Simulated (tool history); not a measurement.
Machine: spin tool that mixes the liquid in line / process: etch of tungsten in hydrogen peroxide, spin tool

run,hour,temperature setpoint of the liquid (°C),concentration of hydrogen peroxide in the mixed liquid (% by weight),time under the liquid (s),thickness taken off the tungsten on a monitor wafer (nm)
1,0,53,22.5,55,109.16
2,1.7,54,22.5,55,115.17
3,7.7,54,22.5,60,125.64
4,13.6,54.5,22.5,60,130.21
5,17.8,54.5,18.5,60,117.88
6,23,55.5,18.5,60,124.56
7,27.5,56.5,18.5,60,131.88
8,28.8,57,18.5,60,134.86
9,33.9,57.5,18.5,60,139.65
10,35.5,58,18.5,60,144.62
11,43.5,58.5,18.5,60,148.83

Predict the results of run 12:
12,46.7,59,18.5,60,?

Run 12 yielded thickness taken off the tungsten on a monitor wafer (nm) 153.24.
